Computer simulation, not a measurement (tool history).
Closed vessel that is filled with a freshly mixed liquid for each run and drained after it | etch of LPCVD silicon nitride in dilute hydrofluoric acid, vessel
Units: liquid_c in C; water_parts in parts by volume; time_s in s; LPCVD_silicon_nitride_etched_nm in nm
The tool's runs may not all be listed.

run	day	liquid_c	water_parts	time_s	LPCVD_silicon_nitride_etched_nm
1	0.000	25.0	110	615	3.1000
2	0.108	26.0	110	615	3.3201
3	0.454	28.5	110	615	3.8897
4	0.571	29.0	110	615	4.0065
5	0.796	31.0	110	615	4.5136
6	0.875	31.0	85	615	5.8137
7	1.238	30.0	85	615	5.4890

Run 8 comes next. What will it give?
8	1.450	29.0	85	615	?

{"run 8": {"LPCVD_silicon_nitride_etched_nm": 5.174}}

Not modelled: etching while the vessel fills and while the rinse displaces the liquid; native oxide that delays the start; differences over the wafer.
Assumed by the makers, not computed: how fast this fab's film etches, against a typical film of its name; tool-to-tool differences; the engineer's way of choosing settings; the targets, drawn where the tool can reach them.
